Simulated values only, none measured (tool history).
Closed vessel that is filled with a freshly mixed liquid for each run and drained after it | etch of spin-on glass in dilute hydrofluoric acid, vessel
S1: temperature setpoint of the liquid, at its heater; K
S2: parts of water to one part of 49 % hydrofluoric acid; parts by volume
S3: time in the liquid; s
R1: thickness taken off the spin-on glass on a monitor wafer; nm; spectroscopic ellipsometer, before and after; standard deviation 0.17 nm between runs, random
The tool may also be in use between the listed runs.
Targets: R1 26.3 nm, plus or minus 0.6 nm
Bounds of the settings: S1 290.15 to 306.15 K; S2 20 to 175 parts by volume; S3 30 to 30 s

Run 1, hour 0: S1 298.15 K, S2 95 parts by volume, S3 30 s. Result: R1 14.515 nm.
Run 2, hour 7.2: S1 300.65 K, S2 95 parts by volume, S3 30 s. Result: R1 16.176 nm.
Run 3, hour 10.1: S1 300.65 K, S2 130 parts by volume, S3 30 s. Result: R1 11.122 nm.
Run 4, hour 16.5: S1 302.65 K, S2 110 parts by volume, S3 30 s. Result: R1 14.807 nm.
Run 5, hour 21.4: S1 302.65 K, S2 110 parts by volume, S3 30 s. Result: R1 14.68 nm.
Run 6, hour 29.9: S1 305.65 K, S2 110 parts by volume, S3 30 s. Result: R1 16.211 nm.
Run 7, hour 33.7: S1 306.15 K, S2 70 parts by volume, S3 30 s. Result: R1 27.555 nm.
Run 8, hour 41.7: S1 306.15 K, S2 70 parts by volume, S3 30 s. Result: R1 27.472 nm.
Run 9, hour 44.8: S1 305.65 K, S2 70 parts by volume, S3 30 s. Result: R1 27.219 nm.

5 next moves are on the table. One of them brings every result within its allowed miss. Which?
Run A, hour 47.9: S1 305.15 K, S2 75 parts by volume, S3 30 s. Result: R1 ?.
Run B, hour 47.9: S1 305.65 K, S2 75 parts by volume, S3 30 s. Result: R1 ?.
Run C, hour 47.9: S1 304.65 K, S2 65 parts by volume, S3 30 s. Result: R1 ?.
Run D, hour 47.9: S1 305.15 K, S2 65 parts by volume, S3 30 s. Result: R1 ?.
Run E, hour 47.9: S1 304.65 K, S2 70 parts by volume, S3 30 s. Result: R1 ?.

move      R1
   A  24.864
   B  25.336
   C   28.59
   D   29.14
   E  26.343
A: moves the result that the last run missed by most past its target, out the other side
B: moves the result that the last run missed by most past its target, out the other side
C: moves away from the targets compared with the last run
D: moves away from the targets compared with the last run
E: all results land within tolerance of their targets
Correct choice: E, which meets every target
